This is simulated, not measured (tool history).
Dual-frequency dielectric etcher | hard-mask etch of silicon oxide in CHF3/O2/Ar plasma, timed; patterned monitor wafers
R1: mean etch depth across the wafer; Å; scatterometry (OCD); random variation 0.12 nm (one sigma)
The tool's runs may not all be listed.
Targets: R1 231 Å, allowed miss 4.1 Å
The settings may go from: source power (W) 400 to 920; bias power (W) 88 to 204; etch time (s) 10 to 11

run 1 hour=0 | source_power_(W)=660 bias_power_(W)=146 etch_time_(s)=11 | R1=190.57
run 2 hour=6.1 | source_power_(W)=740 bias_power_(W)=146 etch_time_(s)=11 | R1=201.69
run 3 hour=8.9 | source_power_(W)=700 bias_power_(W)=146 etch_time_(s)=11 | R1=197.78
run 4 hour=17.1 | source_power_(W)=760 bias_power_(W)=149 etch_time_(s)=11 | R1=202.89
run 5 hour=19.2 | source_power_(W)=810 bias_power_(W)=158 etch_time_(s)=11 | R1=214.09
run 6 hour=24.6 | source_power_(W)=880 bias_power_(W)=158 etch_time_(s)=11 | R1=223.87
run 7 hour=32.1 | source_power_(W)=890 bias_power_(W)=159 etch_time_(s)=11 | R1=225.74
run 8 hour=33.8 | source_power_(W)=900 bias_power_(W)=160 etch_time_(s)=11 | R1=224.89

Which of these 5 next moves meets every target?
run A hour=35.5 | source_power_(W)=690 bias_power_(W)=204 etch_time_(s)=11 | R1=?
run B hour=35.5 | source_power_(W)=920 bias_power_(W)=168 etch_time_(s)=11 | R1=?
run C hour=35.5 | source_power_(W)=840 bias_power_(W)=160 etch_time_(s)=11 | R1=?
run D hour=35.5 | source_power_(W)=920 bias_power_(W)=169 etch_time_(s)=10.5 | R1=?
run E hour=35.5 | source_power_(W)=910 bias_power_(W)=174 etch_time_(s)=10.5 | R1=?

move=A R1=217.73
move=B R1=230.98
move=C R1=218.81
move=D R1=220.9
move=E R1=221.92
A: further off than the last run
B: meets every target
C: further off than the last run
D: further off than the last run
E: further off than the last run
The right move is B.

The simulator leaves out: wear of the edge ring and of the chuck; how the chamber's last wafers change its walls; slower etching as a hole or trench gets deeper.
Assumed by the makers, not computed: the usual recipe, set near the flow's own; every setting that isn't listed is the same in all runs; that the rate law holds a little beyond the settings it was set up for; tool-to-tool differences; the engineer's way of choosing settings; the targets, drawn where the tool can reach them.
